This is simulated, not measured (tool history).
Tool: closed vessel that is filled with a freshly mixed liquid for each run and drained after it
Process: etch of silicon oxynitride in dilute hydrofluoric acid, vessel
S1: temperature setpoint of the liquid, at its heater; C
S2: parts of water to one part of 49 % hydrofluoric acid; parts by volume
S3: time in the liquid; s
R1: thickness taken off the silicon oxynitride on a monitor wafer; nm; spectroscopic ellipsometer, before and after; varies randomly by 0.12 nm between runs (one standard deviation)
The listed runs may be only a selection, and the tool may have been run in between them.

{"run": 1, "hour": 0.0, "S1": 25.0, "S2": 165, "S3": 650, "R1": 15.236}
{"run": 2, "hour": 1.2, "S1": 24.5, "S2": 165, "S3": 650, "R1": 15.057}
{"run": 3, "hour": 1.9, "S1": 24.5, "S2": 165, "S3": 695, "R1": 15.843}
{"run": 4, "hour": 2.5, "S1": 24.5, "S2": 165, "S3": 695, "R1": 15.955}
{"run": 5, "hour": 7.9, "S1": 24.0, "S2": 165, "S3": 695, "R1": 15.497}
{"run": 6, "hour": 16.6, "S1": 23.5, "S2": 165, "S3": 695, "R1": 15.033}
{"run": 7, "hour": 21.3, "S1": 23.0, "S2": 165, "S3": 695, "R1": 15.055}
{"run": 8, "hour": 22.0, "S1": 22.5, "S2": 165, "S3": 695, "R1": 14.62}
{"run": 9, "hour": 25.9, "S1": 22.0, "S2": 165, "S3": 695, "R1": 14.381}

Run 10 is up next; what results do you expect?
{"run": 10, "hour": 28.6, "S1": 21.5, "S2": 165, "S3": 695, "R1": "?"}

{"run 10": {"R1": 14.095}}
